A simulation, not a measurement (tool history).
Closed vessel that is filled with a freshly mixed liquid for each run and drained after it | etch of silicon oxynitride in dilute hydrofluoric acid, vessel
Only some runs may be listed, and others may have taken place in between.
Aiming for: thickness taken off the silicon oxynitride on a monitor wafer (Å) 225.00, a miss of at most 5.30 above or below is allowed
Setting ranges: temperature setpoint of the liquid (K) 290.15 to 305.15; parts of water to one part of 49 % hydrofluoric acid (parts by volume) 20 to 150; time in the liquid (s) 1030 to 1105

| run | hour | temperature setpoint of the liquid (K) | parts of water to one part of 49 % hydrofluoric acid (parts by volume) | time in the liquid (s) | thickness taken off the silicon oxynitride on a monitor wafer (Å) |
|---|---|---|---|---|---|
| 1 | 0.0 | 297.15 | 85 | 1030 | 162.86 |
| 2 | 6.5 | 298.65 | 85 | 1030 | 175.77 |
| 3 | 15.1 | 298.65 | 85 | 1030 | 176.02 |
| 4 | 20.3 | 299.65 | 85 | 1030 | 183.74 |
| 5 | 28.6 | 301.15 | 85 | 1030 | 197.42 |
| 6 | 37.1 | 301.65 | 85 | 1030 | 202.44 |
| 7 | 42.3 | 302.15 | 85 | 1030 | 206.11 |
| 8 | 44.9 | 302.65 | 85 | 1030 | 210.66 |
| 9 | 53.7 | 303.15 | 85 | 1030 | 215.68 |

Exercise: of the 5 proposed moves below, exactly one satisfies all targets within the stated allowed misses. Which move is it?
| A | 62.5 | 302.65 | 80 | 1080 | ? |
| B | 62.5 | 305.15 | 90 | 1095 | ? |
| C | 62.5 | 305.15 | 85 | 1065 | ? |
| D | 62.5 | 304.65 | 90 | 1060 | ? |
| E | 62.5 | 305.15 | 100 | 1105 | ? |

| move | thickness taken off the silicon oxynitride on a monitor wafer (Å) |
|---|---|
| A | 236.48 |
| B | 235.50 |
| C | 244.02 |
| D | 223.00 |
| E | 211.29 |
A: the result that was furthest off in the last run now lies on the other side of its target
B: the result that was furthest off in the last run now lies on the other side of its target
C: the result that was furthest off in the last run now lies on the other side of its target
D: meets every target
E: lands further from the targets than the last run did
The right move is D.

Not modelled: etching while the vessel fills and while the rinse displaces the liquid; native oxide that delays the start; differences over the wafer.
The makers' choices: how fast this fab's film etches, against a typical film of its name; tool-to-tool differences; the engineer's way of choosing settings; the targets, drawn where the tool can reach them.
